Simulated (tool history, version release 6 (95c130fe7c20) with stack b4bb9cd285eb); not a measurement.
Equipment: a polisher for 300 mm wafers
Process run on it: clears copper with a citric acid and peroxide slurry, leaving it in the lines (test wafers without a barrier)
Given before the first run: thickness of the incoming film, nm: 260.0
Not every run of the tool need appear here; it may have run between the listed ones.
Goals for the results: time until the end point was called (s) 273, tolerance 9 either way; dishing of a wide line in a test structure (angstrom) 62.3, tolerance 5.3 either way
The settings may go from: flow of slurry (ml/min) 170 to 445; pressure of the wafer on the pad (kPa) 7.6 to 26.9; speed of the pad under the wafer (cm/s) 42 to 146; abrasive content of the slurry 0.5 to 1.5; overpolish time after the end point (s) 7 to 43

run,day,flow of slurry (ml/min),pressure of the wafer on the pad (kPa),speed of the pad under the wafer (cm/s),abrasive content of the slurry,overpolish time after the end point (s),time until the end point was called (s),dishing of a wide line in a test structure (angstrom)
1,0,285,17.2,94,1,22,157.62,211
2,0.071,285,15.2,94,1,22,181.78,192.69
3,0.258,285,14.5,92,1,19,193.28,163.53
4,0.3,285,18.6,92,1,19,151.78,204.18
5,0.658,280,16.5,94,1,17,164.08,173.8
6,0.988,260,15.2,94,0.95,15,185.25,138.57
7,1.071,245,14.5,94,0.9,14,197.02,132.55
8,1.158,230,13.1,94,0.95,13,214.03,109.67
9,1.379,220,12.4,94,0.95,12,223.55,97.814
10,1.679,215,11.7,94,0.95,11,235.26,84.692
11,2.05,210,11,94,0.95,11,254.45,79.958

Below are 5 possible settings for the next run. Only one of them brings all results inside the allowed miss of their targets. Which is it?
A,2.421,265,11.7,84,0.65,12,?,?
B,2.421,170,15.2,70,1,11,?,?
C,2.421,200,11.7,82,0.95,9,?,?
D,2.421,200,11,88,0.95,11,?,?
E,2.421,205,8.3,126,0.6,11,?,?

move,time until the end point was called (s),dishing of a wide line in a test structure (angstrom)
A,274.45,79.952
B,257.56,78.705
C,277.25,61.016
D,274.63,73.799
E,271.54,73.969
A: neither nearer nor further off than the last run
B: gains on the last run, yet a result remains outside its allowed miss
C: each result inside its tolerance
D: gains on the last run, yet a result remains outside its allowed miss
E: gains on the last run, yet a result remains outside its allowed miss
Correct choice: C, which meets every target

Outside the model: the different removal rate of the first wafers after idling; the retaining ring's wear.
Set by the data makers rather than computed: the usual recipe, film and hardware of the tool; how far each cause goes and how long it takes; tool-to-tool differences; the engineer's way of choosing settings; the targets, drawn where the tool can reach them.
